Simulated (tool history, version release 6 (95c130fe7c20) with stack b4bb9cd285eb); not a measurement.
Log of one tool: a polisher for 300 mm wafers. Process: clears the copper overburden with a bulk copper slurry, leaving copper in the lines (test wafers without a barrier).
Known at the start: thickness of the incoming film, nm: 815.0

| run | hour | flow of slurry (ml/min) | pressure of the wafer on the pad (kPa) | speed of the pad under the wafer (cm/s) | abrasive content of the slurry | overpolish time after the end point (s) | time until the end point was called (s) | dishing of a wide line in a test structure (nm) |
|---|---|---|---|---|---|---|---|---|
| 1 | 0 | 205 | 16.5 | 132 | 1 | 13 | 60.997 | 87.124 |
| 2 | 2.7 | 205 | 19.3 | 132 | 1 | 13 | 52.819 | 97.765 |
| 3 | 10.1 | 205 | 20 | 132 | 1 | 13 | 50.437 | 97.601 |
| 4 | 13.9 | 205 | 20 | 102 | 1 | 13 | 63.359 | 86.078 |
| 5 | 18.2 | 205 | 20 | 122 | 1 | 13 | 54.839 | 94.011 |
| 6 | 21.7 | 205 | 20 | 122 | 0.85 | 13 | 55.917 | 90.7 |
| 7 | 26.9 | 205 | 20.7 | 124 | 0.85 | 13 | 53.654 | 96.393 |
| 8 | 33.1 | 205 | 21.4 | 126 | 0.85 | 13 | 51.149 | 99.338 |
| 9 | 34.8 | 205 | 22.1 | 128 | 0.85 | 13 | 48.818 | 104.06 |

Run 10 comes next. What will it give?
| 10 | 43.6 | 205 | 22.8 | 130 | 0.85 | 13 | ? | ? |

{"run 10": {"time until the end point was called (s)": 46.683, "dishing of a wide line in a test structure (nm)": 106.6}}

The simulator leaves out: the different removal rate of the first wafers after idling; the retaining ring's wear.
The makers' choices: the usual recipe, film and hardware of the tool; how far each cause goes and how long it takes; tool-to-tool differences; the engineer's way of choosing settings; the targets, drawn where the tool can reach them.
